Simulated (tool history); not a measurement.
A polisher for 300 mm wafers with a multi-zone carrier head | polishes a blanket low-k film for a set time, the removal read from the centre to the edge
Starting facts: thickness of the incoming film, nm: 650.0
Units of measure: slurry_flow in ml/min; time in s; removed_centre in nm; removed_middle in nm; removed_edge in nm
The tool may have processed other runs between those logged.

Run 1, hour 0.0: slurry_flow 265 ml/min, centre_zone 1.00, middle_zone 1.00, edge_zone 1.00, slurry_solids 1.00, time 34 s. Result: removed_centre 12.3660 nm, removed_middle 11.8240 nm, removed_edge 12.2310 nm.
Run 2, hour 2.0: slurry_flow 265 ml/min, centre_zone 1.06, middle_zone 1.00, edge_zone 1.00, slurry_solids 1.00, time 34 s. Result: removed_centre 12.9050 nm, removed_middle 11.8160 nm, removed_edge 12.0750 nm.
Run 3, hour 4.4: slurry_flow 255 ml/min, centre_zone 1.05, middle_zone 0.97, edge_zone 0.98, slurry_solids 0.90, time 32 s. Result: removed_centre 11.7180 nm, removed_middle 10.2790 nm, removed_edge 10.7130 nm.
Run 4, hour 8.9: slurry_flow 245 ml/min, centre_zone 1.03, middle_zone 0.95, edge_zone 0.96, slurry_solids 0.85, time 30 s. Result: removed_centre 10.2640 nm, removed_middle 9.3623 nm, removed_edge 9.6081 nm.
Run 5, hour 11.4: slurry_flow 245 ml/min, centre_zone 1.11, middle_zone 0.95, edge_zone 0.96, slurry_solids 0.85, time 30 s. Result: removed_centre 11.0180 nm, removed_middle 9.1702 nm, removed_edge 9.6557 nm.
Run 6, hour 17.2: slurry_flow 245 ml/min, centre_zone 1.11, middle_zone 0.89, edge_zone 0.96, slurry_solids 0.85, time 30 s. Result: removed_centre 11.1400 nm, removed_middle 8.6864 nm, removed_edge 9.6782 nm.
Run 7, hour 22.4: slurry_flow 235 ml/min, centre_zone 1.09, middle_zone 0.88, edge_zone 0.95, slurry_solids 0.80, time 29 s. Result: removed_centre 10.0540 nm, removed_middle 8.0459 nm, removed_edge 9.0665 nm.
Run 8, hour 30.5: slurry_flow 235 ml/min, centre_zone 1.05, middle_zone 0.85, edge_zone 0.85, slurry_solids 0.55, time 23 s. Result: removed_centre 6.4258 nm, removed_middle 5.1542 nm, removed_edge 5.6017 nm.

For run 9, what comes out?
Run 9, hour 38.5: slurry_flow 245 ml/min, centre_zone 1.05, middle_zone 0.86, edge_zone 0.87, slurry_solids 0.55, time 23 s. Result: removed_centre ?, removed_middle ?, removed_edge ?.

Run 9 came out at removed_centre 6.5007 nm, removed_middle 5.0899 nm, removed_edge 5.6609 nm.
